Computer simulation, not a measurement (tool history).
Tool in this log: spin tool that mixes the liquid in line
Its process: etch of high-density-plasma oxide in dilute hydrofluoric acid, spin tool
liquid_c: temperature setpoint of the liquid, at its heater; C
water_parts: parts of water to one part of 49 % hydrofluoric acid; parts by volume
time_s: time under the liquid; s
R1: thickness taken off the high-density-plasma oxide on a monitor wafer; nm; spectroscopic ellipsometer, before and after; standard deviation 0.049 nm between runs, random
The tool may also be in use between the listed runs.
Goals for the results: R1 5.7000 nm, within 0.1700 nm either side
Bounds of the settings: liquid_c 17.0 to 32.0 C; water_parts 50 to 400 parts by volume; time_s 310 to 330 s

run 1 hour=0.0 | liquid_c=24.0 water_parts=225 time_s=310 | R1=9.1000
run 2 hour=7.0 | liquid_c=24.0 water_parts=145 time_s=310 | R1=15.2030
run 3 hour=11.5 | liquid_c=21.0 water_parts=145 time_s=310 | R1=13.6940
run 4 hour=15.6 | liquid_c=21.0 water_parts=145 time_s=330 | R1=14.5060
run 5 hour=16.3 | liquid_c=19.0 water_parts=145 time_s=330 | R1=13.4170
run 6 hour=24.7 | liquid_c=18.5 water_parts=180 time_s=330 | R1=10.1740
run 7 hour=25.7 | liquid_c=18.0 water_parts=200 time_s=330 | R1=8.9555
run 8 hour=32.8 | liquid_c=17.0 water_parts=290 time_s=330 | R1=5.4293

4 next moves are on the table. One of them brings every result within its allowed miss. Which?
run A hour=39.9 | liquid_c=19.0 water_parts=290 time_s=320 | R1=?
run B hour=39.9 | liquid_c=17.0 water_parts=295 time_s=330 | R1=?
run C hour=39.9 | liquid_c=17.0 water_parts=310 time_s=330 | R1=?
run D hour=39.9 | liquid_c=17.0 water_parts=285 time_s=310 | R1=?

move=A R1=5.6345
move=B R1=5.2760
move=C R1=4.9583
move=D R1=5.1735
A: every result lands within tolerance
B: its largest miss is bigger than the last run's
C: its largest miss is bigger than the last run's
D: its largest miss is bigger than the last run's
Answer: A

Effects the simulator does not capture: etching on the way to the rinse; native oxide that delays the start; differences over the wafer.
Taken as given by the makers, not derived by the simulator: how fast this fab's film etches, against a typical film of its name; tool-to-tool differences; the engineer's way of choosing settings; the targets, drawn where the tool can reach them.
